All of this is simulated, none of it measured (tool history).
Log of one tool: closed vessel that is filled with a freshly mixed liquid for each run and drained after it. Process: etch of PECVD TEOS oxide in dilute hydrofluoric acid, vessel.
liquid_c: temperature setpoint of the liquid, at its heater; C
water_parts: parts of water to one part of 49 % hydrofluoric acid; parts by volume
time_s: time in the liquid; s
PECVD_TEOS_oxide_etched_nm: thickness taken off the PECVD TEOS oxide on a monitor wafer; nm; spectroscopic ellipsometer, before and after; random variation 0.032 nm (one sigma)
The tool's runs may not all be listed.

run 1 hour=0 | liquid_c=20 water_parts=205 time_s=105 | PECVD_TEOS_oxide_etched_nm=6.1762
run 2 hour=4.8 | liquid_c=19.5 water_parts=220 time_s=105 | PECVD_TEOS_oxide_etched_nm=5.5461
run 3 hour=12.1 | liquid_c=17 water_parts=220 time_s=105 | PECVD_TEOS_oxide_etched_nm=4.9537
run 4 hour=16.5 | liquid_c=17 water_parts=220 time_s=105 | PECVD_TEOS_oxide_etched_nm=4.898
run 5 hour=22.3 | liquid_c=17 water_parts=230 time_s=105 | PECVD_TEOS_oxide_etched_nm=4.7112
run 6 hour=23.3 | liquid_c=17 water_parts=230 time_s=55 | PECVD_TEOS_oxide_etched_nm=2.4684
run 7 hour=25.3 | liquid_c=18.5 water_parts=230 time_s=55 | PECVD_TEOS_oxide_etched_nm=2.634
run 8 hour=33.9 | liquid_c=18.5 water_parts=220 time_s=55 | PECVD_TEOS_oxide_etched_nm=2.8015
run 9 hour=42.5 | liquid_c=18.5 water_parts=220 time_s=55 | PECVD_TEOS_oxide_etched_nm=2.7682
run 10 hour=47.1 | liquid_c=18.5 water_parts=220 time_s=55 | PECVD_TEOS_oxide_etched_nm=2.7861
run 11 hour=56.3 | liquid_c=20 water_parts=210 time_s=55 | PECVD_TEOS_oxide_etched_nm=3.1218
run 12 hour=63.7 | liquid_c=20 water_parts=200 time_s=55 | PECVD_TEOS_oxide_etched_nm=3.2941
run 13 hour=70.7 | liquid_c=20 water_parts=200 time_s=55 | PECVD_TEOS_oxide_etched_nm=3.2965

The next listed run, before its measurement:
run 14 hour=75.3 | liquid_c=21 water_parts=190 time_s=55 | PECVD_TEOS_oxide_etched_nm=?

{"run 14": {"PECVD_TEOS_oxide_etched_nm": 3.6186}}
